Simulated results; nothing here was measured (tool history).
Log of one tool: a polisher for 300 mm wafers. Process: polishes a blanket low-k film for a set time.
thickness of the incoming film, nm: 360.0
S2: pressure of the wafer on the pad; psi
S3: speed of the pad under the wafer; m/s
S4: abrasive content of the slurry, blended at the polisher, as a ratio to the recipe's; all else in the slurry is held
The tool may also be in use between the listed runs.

{"run": 1, "hour": 0.0, "flow of slurry (ml/min)": 230, "S2": 2.2, "S3": 0.98, "S4": 1, "polishing time (s)": 46, "film removed (nm)": 17.649}
{"run": 2, "hour": 7.0, "flow of slurry (ml/min)": 230, "S2": 2.2, "S3": 0.98, "S4": 1, "polishing time (s)": 46, "film removed (nm)": 17.594}
{"run": 3, "hour": 13.2, "flow of slurry (ml/min)": 230, "S2": 2.1, "S3": 0.96, "S4": 1, "polishing time (s)": 46, "film removed (nm)": 17.109}
{"run": 4, "hour": 20.1, "flow of slurry (ml/min)": 230, "S2": 2.1, "S3": 0.96, "S4": 1, "polishing time (s)": 46, "film removed (nm)": 17.101}
{"run": 5, "hour": 28.7, "flow of slurry (ml/min)": 230, "S2": 2, "S3": 0.92, "S4": 1, "polishing time (s)": 46, "film removed (nm)": 15.923}
{"run": 6, "hour": 30.3, "flow of slurry (ml/min)": 230, "S2": 2.5, "S3": 0.92, "S4": 1, "polishing time (s)": 46, "film removed (nm)": 18.406}
{"run": 7, "hour": 37.7, "flow of slurry (ml/min)": 230, "S2": 2.3, "S3": 0.88, "S4": 1, "polishing time (s)": 46, "film removed (nm)": 17.036}
{"run": 8, "hour": 39.5, "flow of slurry (ml/min)": 230, "S2": 2.1, "S3": 0.84, "S4": 1, "polishing time (s)": 46, "film removed (nm)": 15.541}
{"run": 9, "hour": 44.6, "flow of slurry (ml/min)": 230, "S2": 2, "S3": 0.82, "S4": 1, "polishing time (s)": 46, "film removed (nm)": 14.548}
{"run": 10, "hour": 50.3, "flow of slurry (ml/min)": 230, "S2": 1.9, "S3": 0.8, "S4": 1, "polishing time (s)": 46, "film removed (nm)": 13.762}
{"run": 11, "hour": 57.3, "flow of slurry (ml/min)": 230, "S2": 1.8, "S3": 0.78, "S4": 1, "polishing time (s)": 46, "film removed (nm)": 13.264}

Forecast run 12:
{"run": 12, "hour": 65.1, "flow of slurry (ml/min)": 230, "S2": 1.7, "S3": 0.76, "S4": 1, "polishing time (s)": 46, "film removed (nm)": "?"}

film removed (nm): 12.269

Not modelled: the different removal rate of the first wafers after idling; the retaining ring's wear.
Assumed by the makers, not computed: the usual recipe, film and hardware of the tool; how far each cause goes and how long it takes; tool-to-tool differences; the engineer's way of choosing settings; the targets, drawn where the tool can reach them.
